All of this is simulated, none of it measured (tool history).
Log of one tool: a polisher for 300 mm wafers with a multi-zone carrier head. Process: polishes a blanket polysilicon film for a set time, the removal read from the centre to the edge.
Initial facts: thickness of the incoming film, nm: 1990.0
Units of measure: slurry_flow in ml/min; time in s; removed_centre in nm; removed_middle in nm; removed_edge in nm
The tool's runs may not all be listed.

run    day  slurry_flow  centre_zone  middle_zone  edge_zone  time  removed_centre  removed_middle  removed_edge
  1      0          130            1            1          1    51          458.49          482.29        461.15
  2  0.033          130            1         0.97          1    51          464.79          482.36        464.97
  3  0.379          130            1         1.01          1    51          465.73          485.76         458.7
  4  0.438          150            1         1.01          1    51          475.45          513.89        477.86
  5  0.792          160         1.01         1.01       1.02    52          502.79          515.28        495.83
     0.975  -- worn pad replaced by a new one
  6  0.975          160         1.01         1.01       1.02    48          511.62          525.62        503.81
  7  1.262          165         1.01         1.03       1.04    49          522.85          548.68        524.98

Expected results for the next run?
  8  1.625          170         1.01         1.04       1.05    49               ?               ?             ?

{"run 8": {"removed_centre": 526.06, "removed_middle": 563.82, "removed_edge": 532.71}}
